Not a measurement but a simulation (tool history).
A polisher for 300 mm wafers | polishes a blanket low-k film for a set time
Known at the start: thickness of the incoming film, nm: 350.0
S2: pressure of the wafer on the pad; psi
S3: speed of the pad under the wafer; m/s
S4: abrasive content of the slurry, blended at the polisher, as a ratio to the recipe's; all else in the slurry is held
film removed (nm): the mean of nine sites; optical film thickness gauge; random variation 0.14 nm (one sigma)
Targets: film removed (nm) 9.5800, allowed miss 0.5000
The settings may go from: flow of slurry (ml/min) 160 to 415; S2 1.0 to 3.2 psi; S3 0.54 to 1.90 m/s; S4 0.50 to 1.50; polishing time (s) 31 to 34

Run 1, hour 0.0: flow of slurry (ml/min) 265, S2 2.1 psi, S3 1.22 m/s, S4 1.00, polishing time (s) 34. Result: film removed (nm) 14.4930.
Run 2, hour 3.9: flow of slurry (ml/min) 265, S2 2.0 psi, S3 1.22 m/s, S4 1.00, polishing time (s) 34. Result: film removed (nm) 14.4460.
Run 3, hour 9.8: flow of slurry (ml/min) 265, S2 2.0 psi, S3 1.22 m/s, S4 1.00, polishing time (s) 34. Result: film removed (nm) 13.9890.
Run 4, hour 15.4: flow of slurry (ml/min) 265, S2 1.9 psi, S3 1.22 m/s, S4 1.00, polishing time (s) 34. Result: film removed (nm) 13.3710.
Run 5, hour 20.4: flow of slurry (ml/min) 265, S2 1.9 psi, S3 1.36 m/s, S4 1.00, polishing time (s) 34. Result: film removed (nm) 14.4140.
Run 6, hour 24.6: flow of slurry (ml/min) 265, S2 1.9 psi, S3 1.54 m/s, S4 1.00, polishing time (s) 34. Result: film removed (nm) 14.9080.
Run 7, hour 28.6: flow of slurry (ml/min) 265, S2 1.8 psi, S3 1.52 m/s, S4 1.00, polishing time (s) 34. Result: film removed (nm) 14.6700.
Run 8, hour 36.0: flow of slurry (ml/min) 265, S2 1.7 psi, S3 1.50 m/s, S4 1.00, polishing time (s) 34. Result: film removed (nm) 13.7680.
Run 9, hour 43.9: flow of slurry (ml/min) 265, S2 1.6 psi, S3 1.48 m/s, S4 1.00, polishing time (s) 34. Result: film removed (nm) 13.5770.
Run 10, hour 52.5: flow of slurry (ml/min) 265, S2 1.5 psi, S3 1.44 m/s, S4 1.00, polishing time (s) 34. Result: film removed (nm) 12.1640.
Run 11, hour 56.9: flow of slurry (ml/min) 265, S2 1.4 psi, S3 1.44 m/s, S4 1.00, polishing time (s) 34. Result: film removed (nm) 11.4750.
Run 12, hour 58.4: flow of slurry (ml/min) 265, S2 1.2 psi, S3 1.42 m/s, S4 1.00, polishing time (s) 34. Result: film removed (nm) 10.4470.

Which of these 4 next moves meets every target?
Run A, hour 59.9: flow of slurry (ml/min) 260, S2 1.1 psi, S3 1.32 m/s, S4 0.95, polishing time (s) 31. Result: film removed (nm) ?.
Run B, hour 59.9: flow of slurry (ml/min) 255, S2 1.0 psi, S3 1.44 m/s, S4 1.05, polishing time (s) 31. Result: film removed (nm) ?.
Run C, hour 59.9: flow of slurry (ml/min) 240, S2 1.1 psi, S3 1.26 m/s, S4 1.00, polishing time (s) 32. Result: film removed (nm) ?.
Run D, hour 59.9: flow of slurry (ml/min) 260, S2 1.1 psi, S3 1.44 m/s, S4 1.00, polishing time (s) 33. Result: film removed (nm) ?.

move  film removed (nm)
   A             8.3490
   B             8.5718
   C             8.5614
   D             9.5152
A: takes the result that was furthest off past its target
B: takes the result that was furthest off past its target
C: takes the result that was furthest off past its target
D: meets every target
The right move is D.

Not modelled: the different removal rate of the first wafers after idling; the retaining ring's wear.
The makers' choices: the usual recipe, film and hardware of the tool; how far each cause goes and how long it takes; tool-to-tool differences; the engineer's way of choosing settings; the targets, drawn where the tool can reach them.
